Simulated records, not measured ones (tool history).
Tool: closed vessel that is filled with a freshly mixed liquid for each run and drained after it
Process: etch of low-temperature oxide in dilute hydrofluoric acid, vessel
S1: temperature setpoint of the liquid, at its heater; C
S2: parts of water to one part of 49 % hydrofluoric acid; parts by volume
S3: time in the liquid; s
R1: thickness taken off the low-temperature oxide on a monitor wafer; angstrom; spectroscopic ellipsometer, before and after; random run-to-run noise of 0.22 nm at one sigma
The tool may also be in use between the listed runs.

run,hour,S1,S2,S3,R1
1,0.0,23.0,260,180,58.649
2,0.5,24.5,220,180,77.338
3,8.5,24.5,220,140,59.553
4,9.5,25.5,190,145,76.029
5,15.2,25.5,245,145,55.383
6,19.5,22.0,245,145,49.070
7,21.9,23.5,210,150,65.614
8,30.1,25.0,180,155,83.899
9,32.0,29.0,75,180,314.000
10,37.7,28.5,75,180,306.190
11,42.7,28.5,75,180,310.750
12,49.9,28.0,75,180,307.140
13,56.9,27.0,75,180,294.670
14,59.1,26.0,75,180,280.870

Run 15 is up next; what results do you expect?
15,62.9,25.5,75,180,?

Logged for run 15: R1 272.650 angstrom.

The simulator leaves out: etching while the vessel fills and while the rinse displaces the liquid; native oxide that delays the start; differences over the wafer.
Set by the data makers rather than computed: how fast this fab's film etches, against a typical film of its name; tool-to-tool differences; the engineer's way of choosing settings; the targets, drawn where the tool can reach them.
